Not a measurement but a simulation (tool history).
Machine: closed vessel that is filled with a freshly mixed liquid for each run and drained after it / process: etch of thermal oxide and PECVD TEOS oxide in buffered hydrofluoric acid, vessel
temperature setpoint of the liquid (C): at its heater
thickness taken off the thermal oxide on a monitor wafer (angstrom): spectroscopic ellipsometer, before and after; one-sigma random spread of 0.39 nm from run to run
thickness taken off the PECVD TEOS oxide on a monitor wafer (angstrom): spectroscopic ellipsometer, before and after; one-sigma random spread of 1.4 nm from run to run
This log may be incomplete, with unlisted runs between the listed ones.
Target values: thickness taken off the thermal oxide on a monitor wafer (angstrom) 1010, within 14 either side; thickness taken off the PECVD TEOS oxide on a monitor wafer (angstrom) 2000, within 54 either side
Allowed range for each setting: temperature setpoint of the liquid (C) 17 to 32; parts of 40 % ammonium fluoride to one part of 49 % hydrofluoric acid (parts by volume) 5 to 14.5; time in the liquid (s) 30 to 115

| run | hour | temperature setpoint of the liquid (C) | parts of 40 % ammonium fluoride to one part of 49 % hydrofluoric acid (parts by volume) | time in the liquid (s) | thickness taken off the thermal oxide on a monitor wafer (angstrom) | thickness taken off the PECVD TEOS oxide on a monitor wafer (angstrom) |
|---|---|---|---|---|---|---|
| 1 | 0 | 24 | 9 | 60 | 725.9 | 1443.3 |
| 2 | 6.5 | 25.5 | 9 | 60 | 783.33 | 1548.5 |
| 3 | 9.9 | 27 | 9 | 60 | 850.56 | 1693.3 |
| 4 | 14.6 | 28 | 9 | 60 | 897.97 | 1780.1 |
| 5 | 17.5 | 28.5 | 9 | 60 | 923.92 | 1832 |
| 6 | 21.1 | 31.5 | 9 | 60 | 1088.2 | 2161.8 |
| 7 | 26.7 | 31 | 9 | 60 | 1055 | 2098.6 |
| 8 | 33.5 | 30.5 | 9 | 60 | 1026.4 | 2042.7 |

Next run, 5 choices. One meets every target within its allowed miss, the rest don't. Which?
| A | 40.3 | 32 | 10 | 60 | ? | ? |
| B | 40.3 | 31.5 | 9.5 | 60 | ? | ? |
| C | 40.3 | 25.5 | 8 | 70 | ? | ? |
| D | 40.3 | 25.5 | 10 | 85 | ? | ? |
| E | 40.3 | 28 | 9.5 | 70 | ? | ? |

| move | thickness taken off the thermal oxide on a monitor wafer (angstrom) | thickness taken off the PECVD TEOS oxide on a monitor wafer (angstrom) |
|---|---|---|
| A | 1042 | 2059.7 |
| B | 1048.6 | 2072.7 |
| C | 1046.7 | 2068.9 |
| D | 1046.9 | 2069.3 |
| E | 1018 | 2012.1 |
A: moves away from the targets compared with the last run
B: moves away from the targets compared with the last run
C: moves away from the targets compared with the last run
D: moves away from the targets compared with the last run
E: all results land within tolerance of their targets
E meets every target.
